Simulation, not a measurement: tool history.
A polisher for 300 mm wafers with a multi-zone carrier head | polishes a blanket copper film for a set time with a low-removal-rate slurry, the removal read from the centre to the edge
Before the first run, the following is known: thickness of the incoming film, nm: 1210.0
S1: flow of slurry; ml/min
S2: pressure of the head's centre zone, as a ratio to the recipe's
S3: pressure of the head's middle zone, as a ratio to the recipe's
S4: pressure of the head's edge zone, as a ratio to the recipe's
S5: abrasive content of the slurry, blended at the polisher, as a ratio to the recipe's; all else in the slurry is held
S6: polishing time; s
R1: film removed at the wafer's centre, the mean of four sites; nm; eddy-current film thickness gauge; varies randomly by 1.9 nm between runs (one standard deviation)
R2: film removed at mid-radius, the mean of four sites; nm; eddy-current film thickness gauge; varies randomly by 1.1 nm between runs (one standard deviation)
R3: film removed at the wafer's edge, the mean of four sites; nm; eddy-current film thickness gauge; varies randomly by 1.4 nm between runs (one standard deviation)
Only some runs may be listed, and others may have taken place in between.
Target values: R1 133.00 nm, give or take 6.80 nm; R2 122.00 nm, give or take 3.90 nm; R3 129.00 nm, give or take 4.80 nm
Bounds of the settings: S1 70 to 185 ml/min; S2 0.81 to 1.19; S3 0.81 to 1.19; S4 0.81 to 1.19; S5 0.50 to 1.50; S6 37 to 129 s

run  hour   S1    S2    S3    S4    S5  S6      R1      R2      R3
  1   0.0  120  1.00  1.00  1.00  1.00  83  189.94  191.00  191.84
  2   8.5  120  1.00  1.08  1.00  1.00  83  193.31  204.61  191.08
  3  16.7  120  1.00  1.06  0.99  0.95  81  189.59  196.90  185.67
  4  22.4  120  1.00  1.06  0.92  0.95  81  185.34  195.80  180.07
  5  28.2  120  1.00  1.04  0.92  0.90  79  181.21  185.48  172.71
     28.8  -- worn pad replaced by a new one
  6  28.8  120  1.00  1.04  0.92  1.00  79  199.98  207.59  193.15
  7  31.9  120  1.01  1.04  0.94  0.95  79  203.83  208.55  196.40
  8  40.1  125  1.00  1.02  0.93  0.90  78  201.02  203.47  192.18
  9  43.4  120  1.01  1.02  0.95  0.85  77  199.40  198.81  190.07
 10  45.2   95  0.96  0.92  0.85  0.60  54  116.41  114.11  114.80
 11  47.8  100  0.96  0.92  0.86  0.60  54  119.14  116.06  116.61
 12  49.3  100  0.96  0.92  0.87  0.60  54  115.37  115.80  114.98
 13  54.1  100  0.97  0.91  0.88  0.60  54  119.85  115.76  117.90

Consider the 4 candidate settings below. Which is the only one whose results all fall within their allowed miss of target?
  A  58.9   70  0.90  0.89  1.01  0.55  65   ?   ?   ?
  B  58.9  105  0.99  0.87  0.89  0.55  59   ?   ?   ?
  C  58.9  110  0.99  0.90  0.98  0.60  50   ?   ?   ?
  D  58.9   85  1.02  0.91  0.82  0.55  54   ?   ?   ?

move      R1      R2      R3
   A  115.08  118.82  141.16
   B  136.75  123.03  133.73
   C  118.91  109.28  120.27
   D  119.09  108.45  113.09
A: takes the biggest miss from the last run beyond its target
B: all results in spec
C: misses by more than the last run did
D: misses by more than the last run did
Go with B: it meets all targets.
